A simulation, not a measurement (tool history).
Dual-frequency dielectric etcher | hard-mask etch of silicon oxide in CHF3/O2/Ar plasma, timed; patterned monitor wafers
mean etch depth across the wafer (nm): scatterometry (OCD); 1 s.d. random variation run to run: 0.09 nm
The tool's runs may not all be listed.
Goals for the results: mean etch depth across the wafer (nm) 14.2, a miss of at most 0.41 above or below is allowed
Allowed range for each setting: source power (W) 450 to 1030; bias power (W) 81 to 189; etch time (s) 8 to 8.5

run	hour	source power (W)	bias power (W)	etch time (s)	mean etch depth across the wafer (nm)
1	0	740	135	8.5	16.126
2	0.5	700	132	8.5	15.66
3	1.6	700	132	8.5	15.374
4	7.7	700	154	8.5	16.505
5	13.4	660	151	8.5	15.429
6	20.4	640	150	8.5	15.395
7	27.6	620	149	8.5	14.97
8	28.9	610	148	8.5	14.723
9	33.7	600	148	8.5	14.678

Below are 4 possible settings for the next run. Only one of them brings all results inside the allowed miss of their targets. Which is it?
A	38.5	570	141	8	?
B	38.5	600	133	8	?
C	38.5	580	144	8.5	?
D	38.5	500	160	8.5	?

move	mean etch depth across the wafer (nm)
A	13.196
B	13.358
C	14.264
D	13.463
A: carries the result that was furthest off beyond its target, to the other side
B: carries the result that was furthest off beyond its target, to the other side
C: in spec on every target
D: carries the result that was furthest off beyond its target, to the other side
The right move is C.
